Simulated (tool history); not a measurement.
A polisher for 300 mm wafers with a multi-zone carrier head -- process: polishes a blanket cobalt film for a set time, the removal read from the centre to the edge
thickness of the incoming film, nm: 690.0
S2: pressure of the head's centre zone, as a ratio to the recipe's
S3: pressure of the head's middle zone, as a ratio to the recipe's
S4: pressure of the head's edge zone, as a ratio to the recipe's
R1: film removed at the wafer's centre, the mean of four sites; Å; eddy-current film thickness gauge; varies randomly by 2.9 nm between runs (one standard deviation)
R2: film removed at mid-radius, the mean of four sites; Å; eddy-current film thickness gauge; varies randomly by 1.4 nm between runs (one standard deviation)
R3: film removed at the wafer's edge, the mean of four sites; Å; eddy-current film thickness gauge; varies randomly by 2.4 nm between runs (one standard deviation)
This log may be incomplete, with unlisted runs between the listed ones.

{"run": 1, "hour": 0.0, "flow of slurry (ml/min)": 245, "S2": 1, "S3": 1, "S4": 1, "polishing time (s)": 46, "R1": 2394.6, "R2": 2355.7, "R3": 2364}
{"run": 2, "hour": 8.7, "flow of slurry (ml/min)": 240, "S2": 1, "S3": 0.96, "S4": 0.99, "polishing time (s)": 45, "R1": 2357.8, "R2": 2227.2, "R3": 2365.7}
{"run": 3, "hour": 17.0, "flow of slurry (ml/min)": 240, "S2": 1, "S3": 0.94, "S4": 0.98, "polishing time (s)": 43, "R1": 2219.5, "R2": 2094, "R3": 2256.1}
{"run": 4, "hour": 22.8, "flow of slurry (ml/min)": 240, "S2": 0.95, "S3": 0.94, "S4": 0.98, "polishing time (s)": 43, "R1": 2108.2, "R2": 2076.3, "R3": 2231.8}
{"run": 5, "hour": 31.7, "flow of slurry (ml/min)": 240, "S2": 0.95, "S3": 0.9, "S4": 0.98, "polishing time (s)": 43, "R1": 2071.4, "R2": 2018.7, "R3": 2236.8}
{"run": 6, "hour": 40.5, "flow of slurry (ml/min)": 240, "S2": 0.97, "S3": 0.88, "S4": 0.96, "polishing time (s)": 42, "R1": 2105.3, "R2": 1952.2, "R3": 2163.7}

Run 7 has not been measured yet. What should we expect?
{"run": 7, "hour": 42.2, "flow of slurry (ml/min)": 240, "S2": 0.97, "S3": 0.88, "S4": 0.96, "polishing time (s)": 42, "R1": "?", "R2": "?", "R3": "?"}

R1: 2166 Å
R2: 1933.1 Å
R3: 2138.7 Å
